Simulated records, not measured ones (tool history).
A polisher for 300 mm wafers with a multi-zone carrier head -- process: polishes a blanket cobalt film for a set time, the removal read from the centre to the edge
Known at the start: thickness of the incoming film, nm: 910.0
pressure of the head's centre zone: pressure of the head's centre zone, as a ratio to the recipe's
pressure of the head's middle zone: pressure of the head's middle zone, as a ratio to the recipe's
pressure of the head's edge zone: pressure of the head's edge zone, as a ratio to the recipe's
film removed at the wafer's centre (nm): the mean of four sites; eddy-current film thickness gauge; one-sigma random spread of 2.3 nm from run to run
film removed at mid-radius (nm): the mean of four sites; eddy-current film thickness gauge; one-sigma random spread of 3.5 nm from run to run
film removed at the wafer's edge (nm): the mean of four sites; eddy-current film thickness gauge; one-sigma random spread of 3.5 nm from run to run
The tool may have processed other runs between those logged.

run,hour,flow of slurry (ml/min),pressure of the head's centre zone,pressure of the head's middle zone,pressure of the head's edge zone,polishing time (s),film removed at the wafer's centre (nm),film removed at mid-radius (nm),film removed at the wafer's edge (nm)
1,0.0,165,1.00,1.00,1.00,79,235.30,253.96,260.65
2,5.5,165,0.95,1.00,1.00,79,224.69,261.74,259.36
3,6.7,165,0.95,1.00,1.00,64,178.30,208.07,211.17
4,10.7,165,0.95,1.00,1.00,76,215.54,248.57,252.48
5,12.5,180,0.98,1.02,1.04,81,240.23,273.15,279.33
6,16.5,180,1.04,1.02,1.04,81,254.57,268.33,277.32
7,18.1,195,1.06,1.05,1.07,84,276.42,294.48,296.70
8,21.9,205,1.07,1.06,1.10,86,286.29,302.34,303.97

For run 9, what comes out?
9,22.7,205,1.07,1.06,1.12,89,?,?,?

Run 9 produced film removed at the wafer's centre (nm) 298.40, film removed at mid-radius (nm) 310.70, film removed at the wafer's edge (nm) 314.53.
